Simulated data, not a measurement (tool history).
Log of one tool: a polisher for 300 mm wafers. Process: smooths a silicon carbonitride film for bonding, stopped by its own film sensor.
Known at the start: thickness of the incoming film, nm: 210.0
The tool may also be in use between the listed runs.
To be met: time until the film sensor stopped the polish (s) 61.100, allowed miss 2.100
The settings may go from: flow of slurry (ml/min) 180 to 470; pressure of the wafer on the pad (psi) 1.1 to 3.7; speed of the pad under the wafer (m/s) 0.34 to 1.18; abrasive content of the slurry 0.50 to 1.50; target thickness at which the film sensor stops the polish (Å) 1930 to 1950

run  hour  flow of slurry (ml/min)  pressure of the wafer on the pad (psi)  speed of the pad under the wafer (m/s)  abrasive content of the slurry  target thickness at which the film sensor stops the polish (Å)  time until the film sensor stopped the polish (s)
  1   0.0                      300                                     2.4                                    0.76                            1.00                                                            1930                                             74.888
  2   7.5                      300                                     2.5                                    0.76                            1.00                                                            1930                                             72.488
  3   8.7                      300                                     2.0                                    0.76                            1.00                                                            1930                                             87.281
  4  14.0                      300                                     2.0                                    0.76                            1.00                                                            1930                                             88.228
  5  19.1                      370                                     2.0                                    0.76                            1.00                                                            1930                                             85.927
  6  26.1                      370                                     1.6                                    0.76                            1.00                                                            1930                                            105.730
  7  30.3                      370                                     1.9                                    0.76                            1.00                                                            1930                                             90.797
  8  35.6                      370                                     2.1                                    0.76                            1.00                                                            1930                                             81.652
  9  36.8                      375                                     2.2                                    0.76                            1.00                                                            1930                                             79.441
 10  44.5                      375                                     2.3                                    0.76                            1.00                                                            1930                                             77.134

Which of these 5 next moves meets every target?
  A  52.2                      430                                     2.1                                    0.60                            1.00                                                            1930                                                  ?
  B  52.2                      290                                     2.6                                    0.84                            1.35                                                            1930                                                  ?
  C  52.2                      470                                     1.5                                    0.78                            1.30                                                            1950                                                  ?
  D  52.2                      355                                     1.9                                    0.68                            1.05                                                            1930                                                  ?
  E  52.2                      380                                     1.8                                    0.64                            0.80                                                            1930                                                  ?

move  time until the film sensor stopped the polish (s)
   A                                             91.725
   B                                             59.956
   C                                             88.379
   D                                             94.320
   E                                            110.450
A: further off than the last run
B: meets every target
C: further off than the last run
D: further off than the last run
E: further off than the last run
The right move is B.

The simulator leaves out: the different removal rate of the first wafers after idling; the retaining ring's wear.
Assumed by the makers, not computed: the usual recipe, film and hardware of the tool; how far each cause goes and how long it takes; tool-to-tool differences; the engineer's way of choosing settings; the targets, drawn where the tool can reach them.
